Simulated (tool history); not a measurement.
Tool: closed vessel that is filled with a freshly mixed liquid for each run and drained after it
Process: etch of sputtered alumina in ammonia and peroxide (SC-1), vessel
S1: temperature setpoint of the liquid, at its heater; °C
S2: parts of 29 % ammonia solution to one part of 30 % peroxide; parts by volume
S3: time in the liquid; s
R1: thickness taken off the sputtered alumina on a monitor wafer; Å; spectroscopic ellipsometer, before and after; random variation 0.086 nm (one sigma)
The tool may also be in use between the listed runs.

run  hour  S1   S2   S3      R1
  1     0  53  0.5  475  202.65
  2   6.1  53  0.5  475  205.63
  3   7.6  53  0.4  475  202.27
  4  13.5  50  0.4  475   170.7
  5  15.7  50  0.4  475   170.2
  6  17.9  48  0.4  475  154.54

Forecast run 7:
  7  21.7  46.5  0.4  475   ?

{"run 7": {"R1": 141.41}}

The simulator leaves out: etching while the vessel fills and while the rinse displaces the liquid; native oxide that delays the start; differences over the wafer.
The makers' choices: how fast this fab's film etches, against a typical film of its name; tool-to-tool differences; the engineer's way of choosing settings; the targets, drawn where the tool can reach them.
